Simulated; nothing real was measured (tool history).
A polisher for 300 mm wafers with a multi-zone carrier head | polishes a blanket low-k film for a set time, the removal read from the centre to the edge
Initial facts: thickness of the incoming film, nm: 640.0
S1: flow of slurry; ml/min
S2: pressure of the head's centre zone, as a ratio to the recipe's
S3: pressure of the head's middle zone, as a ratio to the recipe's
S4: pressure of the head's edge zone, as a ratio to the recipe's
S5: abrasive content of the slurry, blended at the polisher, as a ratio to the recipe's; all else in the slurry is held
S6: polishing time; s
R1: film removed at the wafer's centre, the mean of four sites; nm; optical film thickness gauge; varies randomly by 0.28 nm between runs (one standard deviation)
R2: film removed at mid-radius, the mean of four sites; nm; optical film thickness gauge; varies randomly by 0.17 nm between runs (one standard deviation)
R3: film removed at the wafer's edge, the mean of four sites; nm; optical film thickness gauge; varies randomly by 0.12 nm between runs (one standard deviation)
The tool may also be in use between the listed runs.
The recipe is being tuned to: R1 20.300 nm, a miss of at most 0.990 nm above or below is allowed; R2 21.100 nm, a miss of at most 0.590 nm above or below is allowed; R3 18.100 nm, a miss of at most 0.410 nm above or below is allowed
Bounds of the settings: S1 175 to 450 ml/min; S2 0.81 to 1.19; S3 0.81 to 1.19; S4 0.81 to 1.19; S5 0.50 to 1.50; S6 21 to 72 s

run  hour   S1    S2    S3    S4    S5  S6      R1      R2      R3
  1   0.0  290  1.00  1.00  1.00  1.00  46  16.050  16.368  16.405
  2   6.8  290  1.00  1.00  1.03  1.00  46  16.110  16.397  16.571
  3  15.1  290  1.00  1.00  1.03  1.15  46  16.492  16.962  17.098
  4  18.0  300  1.03  1.04  1.03  1.20  46  17.071  17.800  17.464
  5  21.8  300  1.08  1.04  1.03  1.20  46  18.281  18.036  17.591
  6  24.2  305  1.10  1.07  1.03  1.20  46  18.604  18.292  17.317
     26.3  -- slurry nozzle cleaned
  7  26.3  310  1.11  1.09  1.03  1.25  46  20.617  20.508  18.602
  8  34.9  310  1.10  1.09  1.02  1.25  46  20.647  20.579  18.523

Pick the move, out of 4, that brings all results within their allowed miss; only one does.
  A  43.5  295  1.12  1.02  1.10  1.30  45   ?   ?   ?
  B  43.5  290  1.06  1.03  0.97  1.35  49   ?   ?   ?
  C  43.5  315  1.10  1.15  1.00  1.25  45   ?   ?   ?
  D  43.5  310  1.00  1.03  1.06  1.00  51   ?   ?   ?

move      R1      R2      R3
   A  20.396  19.113  19.126
   B  21.200  21.187  19.764
   C  19.971  21.086  18.103
   D  19.204  20.341  19.775
A: misses by more than the last run did
B: misses by more than the last run did
C: all results in spec
D: misses by more than the last run did
C is the move that brings every result within its allowed miss.

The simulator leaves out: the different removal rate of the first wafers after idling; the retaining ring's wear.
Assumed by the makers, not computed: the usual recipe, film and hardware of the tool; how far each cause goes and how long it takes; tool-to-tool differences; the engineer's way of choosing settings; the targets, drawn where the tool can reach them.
